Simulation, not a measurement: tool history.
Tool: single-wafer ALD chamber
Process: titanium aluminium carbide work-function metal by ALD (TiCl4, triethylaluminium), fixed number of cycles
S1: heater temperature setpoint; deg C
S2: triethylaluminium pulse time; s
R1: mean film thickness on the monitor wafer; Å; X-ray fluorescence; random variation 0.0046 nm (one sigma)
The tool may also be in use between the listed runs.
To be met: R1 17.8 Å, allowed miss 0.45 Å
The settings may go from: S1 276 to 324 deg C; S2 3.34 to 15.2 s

run,day,S1,S2,R1
1,0,300,9.27,20.749
2,0.133,297,8.74,20.342
3,0.254,297,10.58,20.853
4,0.542,297,9.14,20.404
5,0.675,295,8.7,20.128
6,1.025,305,8.7,20.997
7,1.333,302,8.12,20.678
8,1.642,299,7.66,20.181
9,1.9,297,7.26,19.798
10,2.254,295,6.99,19.522
11,2.388,293,6.77,19.369
12,2.454,291,6.52,19.113
13,2.767,290,6.31,18.871
14,3.125,289,6.17,18.651
15,3.458,289,6.17,18.715
16,3.804,288,6.05,18.526
17,3.9,287,5.97,18.393
18,4.179,286,5.9,18.317

Which of these 4 next moves meets every target?
A,4.458,298,5.24,?
B,4.458,288,4.67,?
C,4.458,289,8.53,?
D,4.458,290,6.12,?

move,R1
A,18.893
B,17.663
C,19.592
D,18.751
A: further off than the last run
B: meets every target
C: further off than the last run
D: further off than the last run
The right move is B.
